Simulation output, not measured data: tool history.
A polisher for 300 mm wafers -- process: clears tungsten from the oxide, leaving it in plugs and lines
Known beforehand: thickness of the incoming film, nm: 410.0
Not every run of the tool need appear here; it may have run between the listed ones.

run,day,flow of slurry (ml/min),pressure of the wafer on the pad (psi),speed of the pad under the wafer (cm/s),abrasive content of the slurry,overpolish time after the end point (s),time until the end point was called (s)
1,0,310,3.7,110,1,8,67.483
2,0.304,310,3.7,110,1.1,8,65.74
3,0.479,310,3.7,126,1.1,8,59.002
4,0.717,310,3.8,126,1.1,8,57.404
# day 0.833: worn pad replaced by a new one
5,0.833,310,3.8,126,1.15,8,53.44
6,1.054,310,3.9,126,1.15,8,52.656

Run 7 has not been measured yet. What should we expect?
7,1.196,310,3.9,126,1.15,8,?

time until the end point was called (s): 52.022
